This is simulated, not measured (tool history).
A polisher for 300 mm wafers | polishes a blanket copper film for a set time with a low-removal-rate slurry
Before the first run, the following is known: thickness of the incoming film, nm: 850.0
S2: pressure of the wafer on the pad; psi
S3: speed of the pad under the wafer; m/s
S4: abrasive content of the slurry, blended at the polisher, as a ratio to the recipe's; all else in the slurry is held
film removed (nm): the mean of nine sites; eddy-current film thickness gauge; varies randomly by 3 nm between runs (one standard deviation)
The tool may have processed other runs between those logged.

Run 1, hour 0.0: flow of slurry (ml/min) 255, S2 2.5 psi, S3 1.06 m/s, S4 1.0, polishing time (s) 92. Result: film removed (nm) 223.07.
Run 2, hour 1.2: flow of slurry (ml/min) 255, S2 2.5 psi, S3 1.28 m/s, S4 1.0, polishing time (s) 92. Result: film removed (nm) 260.55.
Run 3, hour 5.9: flow of slurry (ml/min) 255, S2 3.0 psi, S3 1.28 m/s, S4 1.0, polishing time (s) 92. Result: film removed (nm) 309.22.
Run 4, hour 14.0: flow of slurry (ml/min) 260, S2 3.1 psi, S3 1.28 m/s, S4 1.0, polishing time (s) 92. Result: film removed (nm) 323.47.
Run 5, hour 16.9: flow of slurry (ml/min) 260, S2 3.1 psi, S3 1.28 m/s, S4 1.0, polishing time (s) 97. Result: film removed (nm) 341.07.
Run 6, hour 18.7: flow of slurry (ml/min) 260, S2 3.2 psi, S3 1.28 m/s, S4 1.0, polishing time (s) 97. Result: film removed (nm) 348.98.
Run 7, hour 25.8: flow of slurry (ml/min) 260, S2 3.2 psi, S3 1.28 m/s, S4 1.0, polishing time (s) 97. Result: film removed (nm) 347.66.

Expected results for the next run?
Run 8, hour 34.1: flow of slurry (ml/min) 285, S2 3.9 psi, S3 1.28 m/s, S4 1.0, polishing time (s) 97. Result: film removed (nm) ?.

film removed (nm): 427.77
